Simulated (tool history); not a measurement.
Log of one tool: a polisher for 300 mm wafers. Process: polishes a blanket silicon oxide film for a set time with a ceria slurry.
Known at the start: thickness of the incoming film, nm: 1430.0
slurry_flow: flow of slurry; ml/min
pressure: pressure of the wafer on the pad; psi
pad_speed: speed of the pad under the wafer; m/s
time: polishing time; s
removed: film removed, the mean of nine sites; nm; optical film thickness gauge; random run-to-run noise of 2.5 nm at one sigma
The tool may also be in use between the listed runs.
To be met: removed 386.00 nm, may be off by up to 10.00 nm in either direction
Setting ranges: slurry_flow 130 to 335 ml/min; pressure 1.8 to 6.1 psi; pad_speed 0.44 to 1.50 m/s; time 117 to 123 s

| run | hour | slurry_flow | pressure | pad_speed | time | removed |
|---|---|---|---|---|---|---|
| 1 | 0.0 | 215 | 3.9 | 0.96 | 117 | 710.02 |
| 2 | 4.0 | 215 | 3.9 | 1.10 | 117 | 805.58 |
| 3 | 6.8 | 215 | 3.9 | 1.22 | 117 | 882.94 |
| 4 | 9.3 | 215 | 3.9 | 1.42 | 117 | 1028.70 |
| 5 | 12.6 | 215 | 3.9 | 1.26 | 117 | 912.71 |
| 6 | 16.9 | 210 | 3.5 | 1.20 | 117 | 794.72 |
| 7 | 20.6 | 210 | 3.2 | 1.12 | 117 | 672.17 |
|  | 23.5 | head pressure recalibrated |
| 8 | 23.5 | 210 | 3.0 | 1.08 | 117 | 569.68 |
| 9 | 26.3 | 210 | 2.8 | 1.08 | 117 | 530.35 |
| 10 | 34.4 | 210 | 2.6 | 1.08 | 117 | 495.70 |
| 11 | 35.1 | 190 | 1.8 | 1.06 | 117 | 340.86 |
| 12 | 40.1 | 200 | 1.8 | 1.06 | 117 | 338.70 |
| 13 | 40.9 | 200 | 2.4 | 1.06 | 117 | 452.07 |
| 14 | 45.8 | 200 | 2.3 | 1.06 | 117 | 431.52 |
| 15 | 46.5 | 200 | 2.3 | 1.06 | 117 | 427.44 |
| 16 | 49.6 | 195 | 2.3 | 1.06 | 117 | 427.33 |

Below are 4 possible settings for the next run. Only one of them brings all results inside the allowed miss of their targets. Which is it?
| A | 52.7 | 175 | 2.0 | 1.10 | 119 | ? |
| B | 52.7 | 175 | 2.3 | 0.92 | 117 | ? |
| C | 52.7 | 200 | 2.1 | 0.96 | 117 | ? |
| D | 52.7 | 200 | 1.9 | 1.02 | 120 | ? |

| move | removed |
|---|---|
| A | 390.39 |
| B | 368.32 |
| C | 359.72 |
| D | 356.06 |
A: hits every target within its allowed miss
B: takes the biggest miss from the last run beyond its target
C: takes the biggest miss from the last run beyond its target
D: takes the biggest miss from the last run beyond its target
Go with A: it meets all targets.
